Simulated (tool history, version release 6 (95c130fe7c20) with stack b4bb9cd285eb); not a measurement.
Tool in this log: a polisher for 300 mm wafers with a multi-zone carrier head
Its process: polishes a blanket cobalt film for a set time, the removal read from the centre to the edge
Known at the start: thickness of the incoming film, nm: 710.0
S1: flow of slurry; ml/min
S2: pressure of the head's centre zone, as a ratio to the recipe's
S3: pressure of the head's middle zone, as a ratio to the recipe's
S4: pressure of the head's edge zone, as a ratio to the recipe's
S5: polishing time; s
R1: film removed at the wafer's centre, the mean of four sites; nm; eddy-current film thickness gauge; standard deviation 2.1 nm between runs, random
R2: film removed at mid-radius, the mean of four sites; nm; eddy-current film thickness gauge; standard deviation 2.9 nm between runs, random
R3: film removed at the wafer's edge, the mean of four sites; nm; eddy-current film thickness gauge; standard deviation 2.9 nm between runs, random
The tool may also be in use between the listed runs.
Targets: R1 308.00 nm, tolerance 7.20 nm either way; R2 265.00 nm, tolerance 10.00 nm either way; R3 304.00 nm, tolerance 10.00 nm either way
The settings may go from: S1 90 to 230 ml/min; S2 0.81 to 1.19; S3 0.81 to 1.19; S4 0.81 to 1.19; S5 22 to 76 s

run,hour,S1,S2,S3,S4,S5,R1,R2,R3
1,0.0,150,1.00,1.00,1.00,49,248.83,254.25,247.22
2,6.7,150,1.00,1.00,1.00,58,296.80,294.07,294.93
3,9.8,150,1.00,1.00,1.00,63,316.78,320.94,316.44
4,17.6,180,1.00,1.00,1.00,63,330.48,335.01,326.46
5,26.0,180,1.00,1.00,0.93,63,329.10,325.43,311.22
6,31.7,210,1.00,1.00,0.93,63,336.42,330.83,316.84
7,38.1,205,1.00,0.98,0.93,63,333.26,327.07,315.18
8,41.9,200,1.00,0.96,0.94,63,334.40,322.34,325.30
9,44.7,160,1.02,0.86,0.84,61,320.77,281.79,288.39
10,50.4,160,1.02,0.85,0.85,61,318.33,272.47,284.65
11,58.2,160,1.02,0.85,0.86,61,318.98,267.82,291.61

Next run, 4 choices. One meets every target within its allowed miss, the rest don't. Which?
A,66.0,185,0.97,0.93,0.89,58,?,?,?
B,66.0,185,0.98,0.83,0.96,60,?,?,?
C,66.0,170,0.90,0.93,0.92,62,?,?,?
D,66.0,120,1.10,0.85,0.81,61,?,?,?

move,R1,R2,R3
A,294.56,286.48,283.60
B,307.50,269.73,304.28
C,289.88,303.32,305.60
D,329.04,265.05,275.57
A: pushes the last run's worst result past its target
B: all results land within tolerance of their targets
C: pushes the last run's worst result past its target
D: further off than the last run
Go with B: it meets all targets.

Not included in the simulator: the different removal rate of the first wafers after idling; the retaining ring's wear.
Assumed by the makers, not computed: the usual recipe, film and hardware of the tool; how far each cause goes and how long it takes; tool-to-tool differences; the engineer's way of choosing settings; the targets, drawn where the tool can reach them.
